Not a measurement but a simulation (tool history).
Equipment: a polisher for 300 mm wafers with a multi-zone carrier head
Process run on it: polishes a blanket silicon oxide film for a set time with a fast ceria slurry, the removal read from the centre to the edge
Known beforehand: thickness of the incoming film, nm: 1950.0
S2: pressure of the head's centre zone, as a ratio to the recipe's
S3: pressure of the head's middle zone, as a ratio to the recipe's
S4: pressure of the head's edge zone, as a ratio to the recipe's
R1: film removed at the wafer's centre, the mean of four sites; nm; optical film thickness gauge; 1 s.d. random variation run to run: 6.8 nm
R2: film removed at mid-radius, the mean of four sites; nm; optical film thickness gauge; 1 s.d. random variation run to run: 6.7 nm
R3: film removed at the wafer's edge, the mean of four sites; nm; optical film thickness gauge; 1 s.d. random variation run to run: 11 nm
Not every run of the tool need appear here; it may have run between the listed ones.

{"run": 1, "hour": 0.0, "flow of slurry (ml/min)": 245, "S2": 1, "S3": 1, "S4": 1, "polishing time (s)": 38, "R1": 822.72, "R2": 805.63, "R3": 788}
{"run": 2, "hour": 6.9, "flow of slurry (ml/min)": 245, "S2": 1, "S3": 1, "S4": 1, "polishing time (s)": 46, "R1": 989.32, "R2": 977.96, "R3": 960.14}
{"run": 3, "hour": 12.3, "flow of slurry (ml/min)": 235, "S2": 0.99, "S3": 0.98, "S4": 1.01, "polishing time (s)": 46, "R1": 974.09, "R2": 948.64, "R3": 983.9}
{"run": 4, "hour": 14.0, "flow of slurry (ml/min)": 235, "S2": 0.99, "S3": 0.94, "S4": 1.01, "polishing time (s)": 46, "R1": 980.83, "R2": 931.75, "R3": 963.56}
{"run": 5, "hour": 22.3, "flow of slurry (ml/min)": 235, "S2": 0.99, "S3": 0.94, "S4": 1.01, "polishing time (s)": 37, "R1": 776.06, "R2": 742.67, "R3": 773.88}
{"run": 6, "hour": 30.9, "flow of slurry (ml/min)": 235, "S2": 0.99, "S3": 0.94, "S4": 0.97, "polishing time (s)": 37, "R1": 782.86, "R2": 753.62, "R3": 769.4}
{"run": 7, "hour": 34.5, "flow of slurry (ml/min)": 230, "S2": 0.98, "S3": 0.93, "S4": 0.99, "polishing time (s)": 38, "R1": 773.42, "R2": 759.84, "R3": 795.52}

Run 8 has not been measured yet. What should we expect?
{"run": 8, "hour": 37.4, "flow of slurry (ml/min)": 300, "S2": 1.03, "S3": 0.91, "S4": 1.09, "polishing time (s)": 42, "R1": "?", "R2": "?", "R3": "?"}

R1: 959.07 nm
R2: 852.63 nm
R3: 937.19 nm
